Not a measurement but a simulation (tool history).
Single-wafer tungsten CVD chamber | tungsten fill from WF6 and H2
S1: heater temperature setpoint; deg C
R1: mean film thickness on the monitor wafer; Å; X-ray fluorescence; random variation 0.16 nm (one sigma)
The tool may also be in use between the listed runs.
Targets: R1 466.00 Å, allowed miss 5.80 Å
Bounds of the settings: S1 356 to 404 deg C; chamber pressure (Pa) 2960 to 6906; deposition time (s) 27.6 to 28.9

Run 1, hour 0.0: S1 380 deg C, chamber pressure (Pa) 4933, deposition time (s) 28.9. Result: R1 589.79 Å.
Run 2, hour 7.3: S1 380 deg C, chamber pressure (Pa) 4360, deposition time (s) 28.9. Result: R1 544.58 Å.
Run 3, hour 12.8: S1 378 deg C, chamber pressure (Pa) 4360, deposition time (s) 28.9. Result: R1 521.93 Å.
Run 4, hour 21.2: S1 389 deg C, chamber pressure (Pa) 4360, deposition time (s) 28.9. Result: R1 666.28 Å.
Run 5, hour 22.0: S1 384 deg C, chamber pressure (Pa) 4360, deposition time (s) 28.9. Result: R1 597.06 Å.
Run 6, hour 24.4: S1 384 deg C, chamber pressure (Pa) 3786, deposition time (s) 28.9. Result: R1 545.34 Å.
Run 7, hour 29.3: S1 375 deg C, chamber pressure (Pa) 3773, deposition time (s) 28.9. Result: R1 441.70 Å.
Run 8, hour 34.6: S1 376 deg C, chamber pressure (Pa) 3773, deposition time (s) 28.9. Result: R1 452.92 Å.
At hour 36.3: capacitance manometer re-zeroed and calibrated.
Run 9, hour 36.3: S1 378 deg C, chamber pressure (Pa) 3773, deposition time (s) 28.9. Result: R1 497.34 Å.
Run 10, hour 38.3: S1 377 deg C, chamber pressure (Pa) 3773, deposition time (s) 28.9. Result: R1 481.45 Å.

Which of these 5 next moves meets every target?
Run A, hour 40.3: S1 377 deg C, chamber pressure (Pa) 3760, deposition time (s) 28.9. Result: R1 ?.
Run B, hour 40.3: S1 377 deg C, chamber pressure (Pa) 3866, deposition time (s) 27.6. Result: R1 ?.
Run C, hour 40.3: S1 377 deg C, chamber pressure (Pa) 3493, deposition time (s) 28.7. Result: R1 ?.
Run D, hour 40.3: S1 382 deg C, chamber pressure (Pa) 3280, deposition time (s) 28.9. Result: R1 ?.
Run E, hour 40.3: S1 384 deg C, chamber pressure (Pa) 3280, deposition time (s) 28.8. Result: R1 ?.

move      R1
   A  482.83
   B  469.67
   C  455.99
   D  493.16
   E  514.29
A: further off than the last run
B: meets every target
C: takes the result that was furthest off past its target
D: further off than the last run
E: further off than the last run
The right move is B.

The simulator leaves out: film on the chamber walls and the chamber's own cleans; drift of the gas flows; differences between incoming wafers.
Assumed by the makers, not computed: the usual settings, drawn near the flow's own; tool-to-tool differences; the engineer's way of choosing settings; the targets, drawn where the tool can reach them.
